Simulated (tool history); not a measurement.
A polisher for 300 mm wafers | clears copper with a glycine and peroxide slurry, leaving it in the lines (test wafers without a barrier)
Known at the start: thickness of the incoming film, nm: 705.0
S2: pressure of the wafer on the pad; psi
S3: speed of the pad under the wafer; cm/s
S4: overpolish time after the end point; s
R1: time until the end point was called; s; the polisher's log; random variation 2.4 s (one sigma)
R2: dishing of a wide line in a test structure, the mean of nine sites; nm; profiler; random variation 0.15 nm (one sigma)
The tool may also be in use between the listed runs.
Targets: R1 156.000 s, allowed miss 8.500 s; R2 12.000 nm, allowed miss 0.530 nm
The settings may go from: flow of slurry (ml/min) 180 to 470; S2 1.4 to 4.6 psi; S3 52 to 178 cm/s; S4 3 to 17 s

{"run": 1, "hour": 0.0, "flow of slurry (ml/min)": 300, "S2": 3.0, "S3": 114, "S4": 9, "R1": 120.51, "R2": 33.367}
{"run": 2, "hour": 7.5, "flow of slurry (ml/min)": 330, "S2": 3.0, "S3": 114, "S4": 9, "R1": 117.93, "R2": 32.273}
{"run": 3, "hour": 9.5, "flow of slurry (ml/min)": 330, "S2": 3.0, "S3": 134, "S4": 9, "R1": 100.68, "R2": 37.794}
{"run": 4, "hour": 12.9, "flow of slurry (ml/min)": 330, "S2": 3.0, "S3": 134, "S4": 6, "R1": 99.183, "R2": 25.909}
{"run": 5, "hour": 18.7, "flow of slurry (ml/min)": 335, "S2": 2.7, "S3": 124, "S4": 5, "R1": 118.81, "R2": 18.926}
{"run": 6, "hour": 20.7, "flow of slurry (ml/min)": 345, "S2": 2.4, "S3": 124, "S4": 5, "R1": 130.0, "R2": 17.192}
{"run": 7, "hour": 21.9, "flow of slurry (ml/min)": 350, "S2": 2.2, "S3": 124, "S4": 5, "R1": 138.34, "R2": 15.993}
{"run": 8, "hour": 27.7, "flow of slurry (ml/min)": 355, "S2": 2.1, "S3": 124, "S4": 5, "R1": 149.99, "R2": 15.548}
{"run": 9, "hour": 36.4, "flow of slurry (ml/min)": 355, "S2": 2.1, "S3": 124, "S4": 4, "R1": 142.8, "R2": 12.634}
{"run": 10, "hour": 40.9, "flow of slurry (ml/min)": 355, "S2": 1.8, "S3": 124, "S4": 4, "R1": 165.36, "R2": 11.252}

Which of these 4 next moves meets every target?
{"run": "A", "hour": 45.4, "flow of slurry (ml/min)": 300, "S2": 1.4, "S3": 148, "S4": 4, "R1": "?", "R2": "?"}
{"run": "B", "hour": 45.4, "flow of slurry (ml/min)": 340, "S2": 1.6, "S3": 126, "S4": 4, "R1": "?", "R2": "?"}
{"run": "C", "hour": 45.4, "flow of slurry (ml/min)": 310, "S2": 2.2, "S3": 122, "S4": 4, "R1": "?", "R2": "?"}
{"run": "D", "hour": 45.4, "flow of slurry (ml/min)": 440, "S2": 2.7, "S3": 86, "S4": 4, "R1": "?", "R2": "?"}

move=A R1=177.130 R2=10.657
move=B R1=179.250 R2=10.563
move=C R1=143.680 R2=13.069
move=D R1=157.770 R2=12.006
A: further off than the last run
B: further off than the last run
C: takes the result that was furthest off past its target
D: meets every target
The right move is D.
